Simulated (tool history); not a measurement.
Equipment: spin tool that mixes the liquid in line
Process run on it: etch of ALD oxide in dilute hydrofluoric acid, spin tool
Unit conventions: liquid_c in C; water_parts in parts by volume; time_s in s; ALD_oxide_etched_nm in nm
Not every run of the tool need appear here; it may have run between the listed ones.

Run 1, hour 0: liquid_c 22 C, water_parts 225 parts by volume, time_s 35 s. Result: ALD_oxide_etched_nm 2.972 nm.
Run 2, hour 3.2: liquid_c 22 C, water_parts 225 parts by volume, time_s 25 s. Result: ALD_oxide_etched_nm 2.1132 nm.
Run 3, hour 7.1: liquid_c 22 C, water_parts 225 parts by volume, time_s 35 s. Result: ALD_oxide_etched_nm 2.9542 nm.
Run 4, hour 9.2: liquid_c 23 C, water_parts 215 parts by volume, time_s 35 s. Result: ALD_oxide_etched_nm 3.2239 nm.
Run 5, hour 12.9: liquid_c 23 C, water_parts 215 parts by volume, time_s 35 s. Result: ALD_oxide_etched_nm 3.2238 nm.
Run 6, hour 15.9: liquid_c 24 C, water_parts 210 parts by volume, time_s 35 s. Result: ALD_oxide_etched_nm 3.4514 nm.
Run 7, hour 18: liquid_c 24.5 C, water_parts 200 parts by volume, time_s 35 s. Result: ALD_oxide_etched_nm 3.7164 nm.
Run 8, hour 19.9: liquid_c 25 C, water_parts 195 parts by volume, time_s 35 s. Result: ALD_oxide_etched_nm 3.9311 nm.
Run 9, hour 24.3: liquid_c 25.5 C, water_parts 190 parts by volume, time_s 35 s. Result: ALD_oxide_etched_nm 4.1024 nm.

What will run 10 give?
Run 10, hour 30.9: liquid_c 25.5 C, water_parts 190 parts by volume, time_s 35 s. Result: ALD_oxide_etched_nm ?.

ALD_oxide_etched_nm: 4.1429 nm

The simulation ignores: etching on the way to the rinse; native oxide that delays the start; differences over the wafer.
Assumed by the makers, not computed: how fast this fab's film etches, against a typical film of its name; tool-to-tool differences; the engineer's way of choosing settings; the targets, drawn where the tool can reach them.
